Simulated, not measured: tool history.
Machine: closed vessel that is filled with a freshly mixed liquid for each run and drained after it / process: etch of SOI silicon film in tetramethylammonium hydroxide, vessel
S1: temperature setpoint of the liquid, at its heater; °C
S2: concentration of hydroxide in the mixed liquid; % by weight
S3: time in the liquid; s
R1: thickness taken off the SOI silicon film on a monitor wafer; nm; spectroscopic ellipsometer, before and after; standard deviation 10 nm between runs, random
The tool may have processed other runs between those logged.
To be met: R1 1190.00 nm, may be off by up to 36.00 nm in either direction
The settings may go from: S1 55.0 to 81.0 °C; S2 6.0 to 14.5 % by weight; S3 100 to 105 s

run	day	S1	S2	S3	R1
1	0.000	68.0	9.5	100	639.34
2	0.250	71.0	9.5	100	773.36
3	0.392	67.5	9.5	100	622.71
4	0.700	70.0	9.5	100	724.74
5	0.779	65.0	9.5	100	537.65
6	0.962	65.0	8.5	100	557.34
7	1.271	68.0	8.5	100	664.68
8	1.321	70.0	8.5	100	744.98
9	1.354	72.0	8.5	100	853.27
10	1.458	72.0	8.5	100	845.45
11	1.654	73.5	8.5	100	921.77
12	1.733	74.5	8.5	100	990.22
13	1.900	75.0	8.5	100	1004.60

Below are 5 possible settings for the next run. Only one of them brings all results inside the allowed miss of their targets. Which is it?
A	2.067	78.0	10.0	105	?
B	2.067	72.5	11.0	100	?
C	2.067	71.0	9.0	100	?
D	2.067	73.5	8.5	100	?
E	2.067	70.5	9.0	105	?

move	R1
A	1164.30
B	784.98
C	774.31
D	913.10
E	789.61
A: meets every target
B: misses by more than the last run did
C: misses by more than the last run did
D: misses by more than the last run did
E: misses by more than the last run did
Correct choice: A, which meets every target

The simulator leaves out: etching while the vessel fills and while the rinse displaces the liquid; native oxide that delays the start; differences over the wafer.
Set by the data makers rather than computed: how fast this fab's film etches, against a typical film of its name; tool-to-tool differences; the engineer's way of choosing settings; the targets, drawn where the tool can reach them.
